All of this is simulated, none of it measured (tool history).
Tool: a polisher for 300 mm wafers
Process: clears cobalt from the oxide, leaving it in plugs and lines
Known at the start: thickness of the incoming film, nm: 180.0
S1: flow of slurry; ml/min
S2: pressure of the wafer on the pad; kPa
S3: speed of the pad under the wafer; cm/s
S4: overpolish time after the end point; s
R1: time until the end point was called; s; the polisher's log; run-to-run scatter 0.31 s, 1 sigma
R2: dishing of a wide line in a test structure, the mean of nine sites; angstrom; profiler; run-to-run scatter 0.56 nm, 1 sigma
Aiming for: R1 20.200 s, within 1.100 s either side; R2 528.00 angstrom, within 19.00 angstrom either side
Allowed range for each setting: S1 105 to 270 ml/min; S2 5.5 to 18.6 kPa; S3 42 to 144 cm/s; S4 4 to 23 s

run  hour   S1    S2   S3  S4      R1      R2
  1   0.0  175  11.7   92  12  38.746  349.65
  2   3.3  175  14.5   92  12  32.463  398.16
  3   4.8  175  15.2   94  12  29.409  413.01
  4  13.0  200  15.2   94  12  29.259  413.77
  5  17.2  230  15.2   94  12  29.742  432.59
  6  25.9  230  13.1   94  12  33.210  391.00
  7  26.8  230  13.8   96  12  31.066  405.80
  8  32.1  230  14.5   98  12  29.250  421.95
  9  35.7  230  15.2  100  12  27.694  432.25
 10  36.4  230  15.9  102  12  26.201  445.83
 11  39.8  230  15.9  104  12  25.482  450.57
 12  48.4  230  15.9  104  12  25.852  455.75
 13  50.7  230  15.9  106  12  25.736  453.47
 14  56.6  230  15.9  108  12  24.394  456.97
 15  65.6  230  17.2  110  12  22.786  485.98

Exercise: of the 4 proposed moves below, exactly one satisfies all targets within the stated allowed misses. Which move is it?
  A  74.6  225  18.6  128  10   ?   ?
  B  74.6  195  16.5  132  13   ?   ?
  C  74.6  210  13.8  116  16   ?   ?
  D  74.6  230  18.6  138  11   ?   ?

move      R1      R2
   A  19.045  475.33
   B  21.109  512.45
   C  27.509  500.39
   D  17.825  512.48
A: moves the result that the last run missed by most past its target, out the other side
B: each result inside its tolerance
C: lands further from the targets than the last run did
D: moves the result that the last run missed by most past its target, out the other side
Correct choice: B, which meets every target

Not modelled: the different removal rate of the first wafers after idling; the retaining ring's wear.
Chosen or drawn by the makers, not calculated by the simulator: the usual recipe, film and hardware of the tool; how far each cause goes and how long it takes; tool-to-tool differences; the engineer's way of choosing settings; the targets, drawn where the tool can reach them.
